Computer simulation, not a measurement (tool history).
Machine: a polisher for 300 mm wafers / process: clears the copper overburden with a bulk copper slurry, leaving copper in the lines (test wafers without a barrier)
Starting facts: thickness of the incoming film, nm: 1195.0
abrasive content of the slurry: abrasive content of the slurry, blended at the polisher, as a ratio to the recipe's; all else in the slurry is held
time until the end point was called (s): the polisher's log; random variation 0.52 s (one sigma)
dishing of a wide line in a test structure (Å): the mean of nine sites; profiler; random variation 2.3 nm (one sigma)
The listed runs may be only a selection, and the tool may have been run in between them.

run	hour	flow of slurry (ml/min)	pressure of the wafer on the pad (kPa)	speed of the pad under the wafer (cm/s)	abrasive content of the slurry	overpolish time after the end point (s)	time until the end point was called (s)	dishing of a wide line in a test structure (Å)
1	0.0	185	18.6	142	1.00	19	86.693	1269.2
2	7.2	185	20.0	142	1.00	18	81.642	1336.9
3	12.2	145	20.0	142	1.00	18	84.962	1220.4
4	13.4	180	20.0	142	1.00	18	81.957	1317.0
5	20.1	180	20.0	142	0.85	18	86.270	1260.8
6	24.8	200	20.0	142	0.85	18	84.435	1278.6
7	25.3	205	21.4	144	0.85	17	78.249	1291.1

What does the tool deliver on the next run?
8	31.4	205	22.1	146	0.85	17	?	?

{"run 8": {"time until the end point was called (s)": 74.153, "dishing of a wide line in a test structure (Å)": 1323.6}}
